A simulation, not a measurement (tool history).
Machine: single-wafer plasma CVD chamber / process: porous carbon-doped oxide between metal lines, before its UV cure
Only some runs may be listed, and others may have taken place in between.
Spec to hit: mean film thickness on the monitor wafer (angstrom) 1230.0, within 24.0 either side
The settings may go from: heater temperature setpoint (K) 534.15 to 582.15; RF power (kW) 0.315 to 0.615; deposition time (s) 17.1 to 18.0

run  hour  heater temperature setpoint (K)  RF power (kW)  deposition time (s)  mean film thickness on the monitor wafer (angstrom)
  1   0.0                           558.15          0.465                 18.0                                               1136.3
  2   7.6                           558.15          0.440                 18.0                                               1093.3
  3  10.7                           558.15          0.400                 18.0                                               1005.8
  4  13.9                           551.15          0.400                 18.0                                               1069.8
  5  19.6                           547.15          0.405                 18.0                                               1093.7
  6  21.3                           541.15          0.405                 18.0                                               1152.9
  7  29.7                           539.15          0.410                 18.0                                               1182.5
  8  34.3                           539.15          0.410                 18.0                                               1178.2
  9  40.3                           534.15          0.425                 18.0                                               1256.0

Which single option among these 5 for the next run brings every result within its allowed miss of target? Just one does.
  A  46.3                           537.15          0.460                 18.0                                                    ?
  B  46.3                           534.15          0.410                 18.0                                                    ?
  C  46.3                           534.15          0.440                 18.0                                                    ?
  D  46.3                           539.15          0.455                 18.0                                                    ?
  E  46.3                           534.15          0.430                 18.0                                                    ?

move  mean film thickness on the monitor wafer (angstrom)
   A                                               1311.1
   B                                               1229.7
   C                                               1298.6
   D                                               1281.4
   E                                               1275.8
A: misses by more than the last run did
B: every result within its allowed miss
C: misses by more than the last run did
D: misses by more than the last run did
E: misses by more than the last run did
So the answer is move B, the one that meets all the targets.
